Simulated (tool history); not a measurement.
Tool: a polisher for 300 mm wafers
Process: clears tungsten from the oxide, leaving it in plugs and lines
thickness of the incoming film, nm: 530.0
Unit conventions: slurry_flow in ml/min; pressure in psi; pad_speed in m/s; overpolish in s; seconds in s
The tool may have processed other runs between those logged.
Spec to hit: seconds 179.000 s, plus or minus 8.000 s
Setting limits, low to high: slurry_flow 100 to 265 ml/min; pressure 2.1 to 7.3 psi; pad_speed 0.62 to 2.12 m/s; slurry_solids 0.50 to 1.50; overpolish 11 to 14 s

run,hour,slurry_flow,pressure,pad_speed,slurry_solids,overpolish,seconds
1,0.0,170,4.7,1.36,1.00,14,77.832
2,7.0,170,4.7,1.36,1.00,14,76.591
3,11.5,170,4.2,1.28,1.00,14,92.348
4,12.1,170,4.2,1.28,1.00,11,93.477
5,17.5,170,4.2,1.28,0.85,11,94.615
6,24.0,170,3.8,1.24,0.85,11,111.570
7,31.6,170,3.5,1.24,0.85,11,118.840
8,36.2,170,3.2,1.22,0.85,11,130.150
9,41.9,170,3.0,1.22,0.85,11,140.520
10,44.6,170,2.8,1.22,0.85,11,143.860
11,48.1,170,2.7,1.22,0.85,11,152.470
12,53.7,170,2.6,1.22,0.85,11,159.970
13,54.2,170,2.5,1.22,0.85,11,166.400

Consider the 4 candidate settings below. Which is the only one whose results all fall within their allowed miss of target?
A,54.7,205,2.2,1.30,1.05,14,?
B,54.7,135,2.6,1.30,0.70,11,?
C,54.7,125,2.2,1.22,1.15,11,?
D,54.7,165,3.0,1.18,0.70,11,?

move,seconds
A,161.520
B,164.870
C,175.310
D,152.840
A: moves away from the targets compared with the last run
B: moves away from the targets compared with the last run
C: meets every target
D: moves away from the targets compared with the last run
Correct choice: C, which meets every target
